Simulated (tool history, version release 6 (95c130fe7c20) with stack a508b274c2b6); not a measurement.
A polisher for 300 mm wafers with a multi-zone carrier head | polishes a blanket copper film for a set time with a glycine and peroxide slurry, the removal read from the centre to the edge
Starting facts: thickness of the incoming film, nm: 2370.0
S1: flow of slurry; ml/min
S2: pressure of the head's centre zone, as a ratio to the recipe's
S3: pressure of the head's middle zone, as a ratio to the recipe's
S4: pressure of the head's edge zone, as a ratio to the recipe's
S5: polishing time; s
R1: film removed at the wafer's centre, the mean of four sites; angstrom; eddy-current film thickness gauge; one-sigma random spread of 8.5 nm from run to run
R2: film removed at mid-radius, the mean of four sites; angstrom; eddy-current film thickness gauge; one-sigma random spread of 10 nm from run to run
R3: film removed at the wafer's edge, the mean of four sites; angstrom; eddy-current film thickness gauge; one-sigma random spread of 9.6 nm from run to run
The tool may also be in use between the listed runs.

Run 1, hour 0.0: S1 290 ml/min, S2 1.00, S3 1.00, S4 1.00, S5 87 s. Result: R1 7121.7 angstrom, R2 6992.9 angstrom, R3 7111.9 angstrom.
Run 2, hour 8.5: S1 235 ml/min, S2 1.00, S3 1.00, S4 1.00, S5 87 s. Result: R1 6786.4 angstrom, R2 6773.4 angstrom, R3 6817.9 angstrom.
Run 3, hour 16.9: S1 235 ml/min, S2 0.97, S3 1.00, S4 1.00, S5 87 s. Result: R1 6616.3 angstrom, R2 6919.2 angstrom, R3 6839.8 angstrom.
Run 4, hour 24.6: S1 290 ml/min, S2 0.97, S3 1.00, S4 1.00, S5 87 s. Result: R1 6821.9 angstrom, R2 6880.2 angstrom, R3 7023.8 angstrom.
Run 5, hour 27.9: S1 305 ml/min, S2 0.98, S3 1.00, S4 1.04, S5 90 s. Result: R1 7241.3 angstrom, R2 7281.5 angstrom, R3 7536.3 angstrom.
Run 6, hour 33.6: S1 305 ml/min, S2 0.93, S3 1.00, S4 1.04, S5 90 s. Result: R1 6770.4 angstrom, R2 7220.5 angstrom, R3 7453.9 angstrom.
Run 7, hour 35.3: S1 320 ml/min, S2 0.95, S3 1.00, S4 1.07, S5 92 s. Result: R1 7090.0 angstrom, R2 7478.4 angstrom, R3 7877.0 angstrom.

Estimate the outcome of run 8 from the log above:
Run 8, hour 41.6: S1 335 ml/min, S2 0.97, S3 1.00, S4 1.09, S5 93 s. Result: R1 ?, R2 ?, R3 ?.

Logged for run 8: R1 7506.1 angstrom, R2 7376.8 angstrom, R3 8006.0 angstrom.
